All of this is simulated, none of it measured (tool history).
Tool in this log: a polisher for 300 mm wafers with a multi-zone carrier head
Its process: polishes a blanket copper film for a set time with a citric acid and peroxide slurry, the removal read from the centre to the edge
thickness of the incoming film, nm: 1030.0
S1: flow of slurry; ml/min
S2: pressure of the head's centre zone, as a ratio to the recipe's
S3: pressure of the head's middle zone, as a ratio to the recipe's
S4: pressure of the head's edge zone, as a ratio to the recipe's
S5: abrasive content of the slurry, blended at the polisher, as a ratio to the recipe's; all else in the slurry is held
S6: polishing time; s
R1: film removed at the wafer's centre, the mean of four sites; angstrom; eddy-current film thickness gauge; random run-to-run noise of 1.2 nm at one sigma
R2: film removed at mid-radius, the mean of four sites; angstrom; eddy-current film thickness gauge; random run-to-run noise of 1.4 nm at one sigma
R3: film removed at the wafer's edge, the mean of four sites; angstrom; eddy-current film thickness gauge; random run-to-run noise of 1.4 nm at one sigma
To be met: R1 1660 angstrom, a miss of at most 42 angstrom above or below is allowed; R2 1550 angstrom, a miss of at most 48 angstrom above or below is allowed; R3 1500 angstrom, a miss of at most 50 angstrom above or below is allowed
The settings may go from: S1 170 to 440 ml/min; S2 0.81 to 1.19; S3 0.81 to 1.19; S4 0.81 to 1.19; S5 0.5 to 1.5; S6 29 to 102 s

run  hour   S1    S2    S3    S4    S5  S6      R1      R2      R3
  1     0  280     1     1     1     1  65  1571.4  1574.7  1529.6
  2   3.7  280     1     1     1     1  81  1973.5  1915.3  1916.6
  3  10.9  335     1     1     1     1  81  1978.5  1949.8  1940.5
  4  17.3  335  1.08     1     1     1  81  2139.1  1995.8  1901.7
  5  18.4  335  1.16     1     1     1  81  2217.1  1997.7  1930.2
  6  25.9  335  1.16     1     1     1  66  1822.2  1596.7    1615
     34.8  -- worn pad replaced by a new one
  7  34.8  325  1.14     1  0.98     1  66  2011.7    1790  1741.4
  8  41.5  325  1.14  1.01  0.99   0.9  66  1924.9  1753.2  1701.1
  9  50.1  325  1.14  1.02     1     1  65  1975.1  1784.3  1729.7
 10  50.7  325  1.12  1.01  0.98  0.95  64  1884.6  1722.1  1675.1
 11  57.2  325  1.12  1.01  0.98  0.95  64  1904.4  1729.5  1669.1
 12  61.9  315  1.11     1  0.98   0.9  62  1786.5  1620.8  1596.5
 13  69.6  315  1.11     1  0.98   0.9  62  1765.4  1649.1  1571.3
 14  77.6  305   1.1  0.99  0.98   0.9  62  1764.6  1618.8  1589.2
 15  82.4  305   1.1  0.99  0.98  0.85  61  1698.4  1573.1  1550.3

Which single option among these 4 for the next run brings every result within its allowed miss of target? Just one does.
  A  87.2  240  1.07  0.82   1.1   0.6  68   ?   ?   ?
  B  87.2  330  1.05  0.92  1.06  0.75  63   ?   ?   ?
  C  87.2  375  1.06  0.97  0.93   0.5  69   ?   ?   ?
  D  87.2  235  1.04  0.87  1.12   0.5  71   ?   ?   ?

move      R1      R2      R3
   A  1637.7  1412.2  1635.2
   B  1642.9  1529.3  1616.7
   C  1632.9  1553.3    1491
   D  1579.4  1440.9  1629.5
A: lands further from the targets than the last run did
B: lands further from the targets than the last run did
C: meets every target
D: lands further from the targets than the last run did
Answer: C
